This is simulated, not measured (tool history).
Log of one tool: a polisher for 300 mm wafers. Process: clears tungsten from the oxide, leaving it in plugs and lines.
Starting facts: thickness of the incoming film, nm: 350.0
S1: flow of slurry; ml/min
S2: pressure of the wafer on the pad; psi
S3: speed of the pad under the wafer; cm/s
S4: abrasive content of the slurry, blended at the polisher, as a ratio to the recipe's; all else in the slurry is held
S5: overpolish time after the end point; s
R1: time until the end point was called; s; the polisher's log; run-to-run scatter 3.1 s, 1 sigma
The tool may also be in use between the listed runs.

run,day,S1,S2,S3,S4,S5,R1
1,0.000,175,3.6,106,1.0,11,83.897
2,0.100,175,3.1,106,1.0,11,99.464
3,0.146,175,3.0,106,1.0,11,101.360
4,0.371,135,3.0,106,1.0,11,108.550
5,0.433,135,2.4,106,1.0,11,128.570
6,0.479,135,2.4,106,1.1,11,125.250
7,0.638,135,2.3,106,1.1,11,132.970
8,0.892,135,2.2,106,1.1,11,145.880

What does the tool deliver on the next run?
9,1.217,135,2.1,106,1.1,11,?

{"run 9": {"R1": 147.74}}
